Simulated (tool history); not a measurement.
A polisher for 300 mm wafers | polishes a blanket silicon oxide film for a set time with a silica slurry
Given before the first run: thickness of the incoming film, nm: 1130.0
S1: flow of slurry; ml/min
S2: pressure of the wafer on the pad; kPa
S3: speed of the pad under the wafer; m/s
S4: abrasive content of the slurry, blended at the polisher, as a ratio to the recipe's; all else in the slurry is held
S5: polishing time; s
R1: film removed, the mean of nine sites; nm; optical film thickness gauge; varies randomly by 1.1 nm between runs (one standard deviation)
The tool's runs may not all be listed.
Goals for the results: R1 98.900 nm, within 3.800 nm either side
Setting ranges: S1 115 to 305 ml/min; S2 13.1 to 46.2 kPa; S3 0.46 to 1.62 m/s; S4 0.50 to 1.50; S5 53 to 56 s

Run 1, day 0.000: S1 195 ml/min, S2 29.6 kPa, S3 1.04 m/s, S4 1.00, S5 53 s. Result: R1 170.140 nm.
Run 2, day 0.117: S1 195 ml/min, S2 25.5 kPa, S3 1.02 m/s, S4 1.00, S5 53 s. Result: R1 141.210 nm.
Run 3, day 0.358: S1 195 ml/min, S2 25.5 kPa, S3 1.02 m/s, S4 1.00, S5 56 s. Result: R1 150.710 nm.
Run 4, day 0.683: S1 195 ml/min, S2 25.5 kPa, S3 1.16 m/s, S4 1.00, S5 56 s. Result: R1 169.690 nm.
Run 5, day 0.983: S1 195 ml/min, S2 22.1 kPa, S3 1.14 m/s, S4 1.00, S5 56 s. Result: R1 144.620 nm.
Run 6, day 1.296: S1 195 ml/min, S2 22.1 kPa, S3 1.26 m/s, S4 1.00, S5 56 s. Result: R1 155.340 nm.
Run 7, day 1.325: S1 195 ml/min, S2 22.1 kPa, S3 1.26 m/s, S4 1.00, S5 56 s. Result: R1 156.740 nm.
Run 8, day 1.696: S1 190 ml/min, S2 13.8 kPa, S3 1.04 m/s, S4 0.95, S5 56 s. Result: R1 82.573 nm.
Run 9, day 1.750: S1 195 ml/min, S2 14.5 kPa, S3 1.04 m/s, S4 0.95, S5 56 s. Result: R1 86.916 nm.
Run 10, day 2.121: S1 200 ml/min, S2 15.2 kPa, S3 1.04 m/s, S4 0.95, S5 56 s. Result: R1 91.132 nm.
Run 11, day 2.304: S1 210 ml/min, S2 15.2 kPa, S3 1.04 m/s, S4 0.95, S5 56 s. Result: R1 92.540 nm.
Run 12, day 2.571: S1 230 ml/min, S2 17.2 kPa, S3 1.04 m/s, S4 0.95, S5 56 s. Result: R1 106.000 nm.
Run 13, day 2.858: S1 230 ml/min, S2 17.2 kPa, S3 1.04 m/s, S4 0.95, S5 56 s. Result: R1 104.800 nm.
Run 14, day 2.946: S1 225 ml/min, S2 17.2 kPa, S3 1.04 m/s, S4 0.95, S5 56 s. Result: R1 104.620 nm.
Run 15, day 3.204: S1 220 ml/min, S2 15.2 kPa, S3 1.04 m/s, S4 0.95, S5 56 s. Result: R1 93.305 nm.

Exercise: of the 5 proposed moves below, exactly one satisfies all targets within the stated allowed misses. Which move is it?
Run A, day 3.462: S1 220 ml/min, S2 20.0 kPa, S3 0.96 m/s, S4 0.95, S5 55 s. Result: R1 ?.
Run B, day 3.462: S1 245 ml/min, S2 20.0 kPa, S3 0.84 m/s, S4 0.70, S5 56 s. Result: R1 ?.
Run C, day 3.462: S1 245 ml/min, S2 13.8 kPa, S3 1.18 m/s, S4 0.80, S5 56 s. Result: R1 ?.
Run D, day 3.462: S1 245 ml/min, S2 17.2 kPa, S3 1.04 m/s, S4 0.85, S5 56 s. Result: R1 ?.
Run E, day 3.462: S1 230 ml/min, S2 17.2 kPa, S3 0.98 m/s, S4 1.15, S5 56 s. Result: R1 ?.

move       R1
   A  111.990
   B   88.443
   C   87.820
   D  101.120
   E  110.340
A: takes the biggest miss from the last run beyond its target
B: its largest miss is bigger than the last run's
C: its largest miss is bigger than the last run's
D: all results land within tolerance of their targets
E: takes the biggest miss from the last run beyond its target
The move that meets every target is D.
